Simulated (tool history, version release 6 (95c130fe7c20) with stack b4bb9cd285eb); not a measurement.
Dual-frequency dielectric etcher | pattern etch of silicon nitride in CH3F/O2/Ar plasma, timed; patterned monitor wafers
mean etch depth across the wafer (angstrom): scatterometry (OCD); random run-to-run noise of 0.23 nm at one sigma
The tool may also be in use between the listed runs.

run	day	source power (kW)	bias power (kW)	etch time (s)	mean etch depth across the wafer (angstrom)
1	0.000	0.330	0.073	58.0	407.29
2	0.146	0.310	0.070	58.0	385.74
3	0.367	0.310	0.070	60.5	405.52
4	0.525	0.290	0.069	60.5	385.55
5	0.567	0.290	0.069	58.0	369.69
# day 0.933: wet clean of the chamber
6	0.933	0.290	0.069	60.5	367.23
7	1.071	0.230	0.063	60.0	303.29

Run 8 comes next. What will it give?
8	1.125	0.240	0.063	60.0	?

{"run 8": {"mean etch depth across the wafer (angstrom)": 312.08}}
